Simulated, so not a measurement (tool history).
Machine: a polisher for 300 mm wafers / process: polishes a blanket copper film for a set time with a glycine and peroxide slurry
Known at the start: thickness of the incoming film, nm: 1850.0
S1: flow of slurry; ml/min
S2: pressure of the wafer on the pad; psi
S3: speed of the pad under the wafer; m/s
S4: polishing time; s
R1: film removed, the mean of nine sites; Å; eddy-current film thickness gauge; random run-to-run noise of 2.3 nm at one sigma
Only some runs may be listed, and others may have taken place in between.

run 1 hour=0 | S1=155 S2=2.8 S3=0.8 S4=80 | R1=3974.5
run 2 hour=1 | S1=135 S2=2.8 S3=0.8 S4=80 | R1=3827.1
run 3 hour=8 | S1=135 S2=2.4 S3=0.8 S4=80 | R1=3419.9
run 4 hour=12 | S1=135 S2=2.4 S3=0.8 S4=84 | R1=3595.5
run 5 hour=15.9 | S1=135 S2=2.4 S3=0.8 S4=80 | R1=3403.5
run 6 hour=17.8 | S1=135 S2=2.9 S3=0.8 S4=80 | R1=3939
run 7 hour=19.5 | S1=130 S2=2.8 S3=0.8 S4=80 | R1=3826.1
run 8 hour=28.1 | S1=130 S2=2.7 S3=0.8 S4=80 | R1=3719.6

For run 9, what comes out?
run 9 hour=34.1 | S1=130 S2=2.6 S3=0.8 S4=80 | R1=?

R1: 3599.5 Å
